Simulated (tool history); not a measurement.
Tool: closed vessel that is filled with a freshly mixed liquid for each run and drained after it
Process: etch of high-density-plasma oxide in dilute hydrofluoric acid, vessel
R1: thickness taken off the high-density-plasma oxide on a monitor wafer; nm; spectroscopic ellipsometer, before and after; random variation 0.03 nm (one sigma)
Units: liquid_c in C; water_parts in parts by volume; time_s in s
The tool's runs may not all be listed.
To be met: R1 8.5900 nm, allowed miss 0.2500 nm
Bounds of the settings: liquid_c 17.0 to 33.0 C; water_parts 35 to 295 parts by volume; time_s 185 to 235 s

Run 1, hour 0.0: liquid_c 25.0 C, water_parts 165 parts by volume, time_s 235 s. Result: R1 7.5331 nm.
Run 2, hour 7.1: liquid_c 25.0 C, water_parts 215 parts by volume, time_s 235 s. Result: R1 5.4486 nm.
Run 3, hour 9.7: liquid_c 26.5 C, water_parts 210 parts by volume, time_s 235 s. Result: R1 5.9572 nm.
Run 4, hour 10.8: liquid_c 23.0 C, water_parts 210 parts by volume, time_s 235 s. Result: R1 5.2323 nm.
Run 5, hour 18.3: liquid_c 23.0 C, water_parts 155 parts by volume, time_s 235 s. Result: R1 7.4979 nm.
Run 6, hour 21.9: liquid_c 24.0 C, water_parts 155 parts by volume, time_s 235 s. Result: R1 7.8236 nm.
Run 7, hour 29.2: liquid_c 24.5 C, water_parts 155 parts by volume, time_s 235 s. Result: R1 7.9494 nm.
Run 8, hour 37.6: liquid_c 25.0 C, water_parts 155 parts by volume, time_s 235 s. Result: R1 8.0606 nm.

5 next moves are on the table. One of them brings every result within its allowed miss. Which?
Run A, hour 46.0: liquid_c 32.0 C, water_parts 180 parts by volume, time_s 230 s. Result: R1 ?.
Run B, hour 46.0: liquid_c 23.5 C, water_parts 155 parts by volume, time_s 230 s. Result: R1 ?.
Run C, hour 46.0: liquid_c 26.5 C, water_parts 140 parts by volume, time_s 195 s. Result: R1 ?.
Run D, hour 46.0: liquid_c 20.0 C, water_parts 145 parts by volume, time_s 235 s. Result: R1 ?.
Run E, hour 46.0: liquid_c 24.5 C, water_parts 150 parts by volume, time_s 205 s. Result: R1 ?.

move      R1
   A  8.5070
   B  7.4799
   C  8.0067
   D  7.2023
   E  7.1980
A: meets every target
B: further off than the last run
C: further off than the last run
D: further off than the last run
E: further off than the last run
Answer: A
